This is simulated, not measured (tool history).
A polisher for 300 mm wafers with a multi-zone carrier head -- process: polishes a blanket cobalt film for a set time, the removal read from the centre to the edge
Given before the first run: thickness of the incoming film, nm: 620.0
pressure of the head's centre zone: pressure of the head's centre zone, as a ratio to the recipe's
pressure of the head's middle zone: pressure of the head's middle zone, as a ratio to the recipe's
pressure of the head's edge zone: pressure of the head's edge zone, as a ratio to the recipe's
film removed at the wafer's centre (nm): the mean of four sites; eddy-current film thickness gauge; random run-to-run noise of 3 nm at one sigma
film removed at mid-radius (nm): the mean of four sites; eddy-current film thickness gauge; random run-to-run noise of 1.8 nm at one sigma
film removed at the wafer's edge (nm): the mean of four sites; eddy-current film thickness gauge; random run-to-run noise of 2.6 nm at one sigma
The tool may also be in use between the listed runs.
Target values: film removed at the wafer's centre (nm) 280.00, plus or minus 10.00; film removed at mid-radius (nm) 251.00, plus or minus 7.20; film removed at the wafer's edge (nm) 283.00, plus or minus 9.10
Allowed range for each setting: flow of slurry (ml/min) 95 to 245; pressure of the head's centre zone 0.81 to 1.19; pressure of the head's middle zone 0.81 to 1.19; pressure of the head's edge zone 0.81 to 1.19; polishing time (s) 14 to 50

| run | hour | flow of slurry (ml/min) | pressure of the head's centre zone | pressure of the head's middle zone | pressure of the head's edge zone | polishing time (s) | film removed at the wafer's centre (nm) | film removed at mid-radius (nm) | film removed at the wafer's edge (nm) |
|---|---|---|---|---|---|---|---|---|---|
| 1 | 0.0 | 155 | 1.00 | 1.00 | 1.00 | 32 | 198.37 | 193.65 | 193.35 |
| 2 | 6.0 | 155 | 1.00 | 1.00 | 1.00 | 26 | 160.65 | 157.09 | 157.94 |
| 3 | 9.1 | 155 | 1.00 | 1.00 | 1.00 | 22 | 135.78 | 133.94 | 132.44 |
| 4 | 12.5 | 155 | 0.97 | 1.00 | 1.00 | 22 | 133.34 | 131.43 | 132.77 |
| 5 | 20.6 | 165 | 1.00 | 0.98 | 1.05 | 27 | 170.34 | 162.20 | 169.56 |
| 6 | 24.6 | 165 | 1.00 | 0.98 | 1.05 | 20 | 126.62 | 120.22 | 125.86 |
| 7 | 32.4 | 170 | 1.01 | 0.97 | 1.08 | 25 | 157.60 | 148.64 | 160.89 |
|  | 39.6 | worn pad replaced by a new one |
| 8 | 39.6 | 170 | 1.01 | 0.97 | 1.08 | 25 | 175.43 | 163.69 | 177.41 |
| 9 | 42.2 | 185 | 1.03 | 0.98 | 1.11 | 26 | 189.57 | 172.85 | 189.20 |
| 10 | 46.5 | 185 | 1.03 | 0.98 | 1.11 | 26 | 187.97 | 174.73 | 187.53 |
| 11 | 55.0 | 195 | 1.04 | 0.98 | 1.13 | 28 | 206.72 | 190.43 | 205.04 |
| 12 | 62.7 | 190 | 1.05 | 0.98 | 1.15 | 30 | 224.40 | 201.80 | 220.57 |
| 13 | 66.3 | 205 | 1.05 | 0.97 | 1.16 | 31 | 235.33 | 208.73 | 228.96 |
| 14 | 67.1 | 175 | 1.06 | 0.98 | 1.17 | 33 | 242.34 | 221.64 | 241.79 |
| 15 | 73.5 | 190 | 1.05 | 0.97 | 1.18 | 34 | 255.42 | 228.37 | 251.76 |

Which of these 4 next moves meets every target?
| A | 79.9 | 175 | 0.99 | 1.03 | 1.19 | 38 | ? | ? | ? |
| B | 79.9 | 190 | 1.13 | 1.06 | 1.11 | 32 | ? | ? | ? |
| C | 79.9 | 200 | 1.04 | 0.96 | 1.19 | 38 | ? | ? | ? |
| D | 79.9 | 225 | 1.00 | 0.92 | 1.15 | 41 | ? | ? | ? |

| move | film removed at the wafer's centre (nm) | film removed at mid-radius (nm) | film removed at the wafer's edge (nm) |
|---|---|---|---|
| A | 259.97 | 261.77 | 284.31 |
| B | 250.92 | 227.97 | 232.52 |
| C | 277.05 | 250.52 | 287.86 |
| D | 292.19 | 264.35 | 308.22 |
A: the worst result of the last run now meets its target, but another is out of spec
B: its largest miss is bigger than the last run's
C: hits every target within its allowed miss
D: takes the result that was furthest off past its target
Answer: C
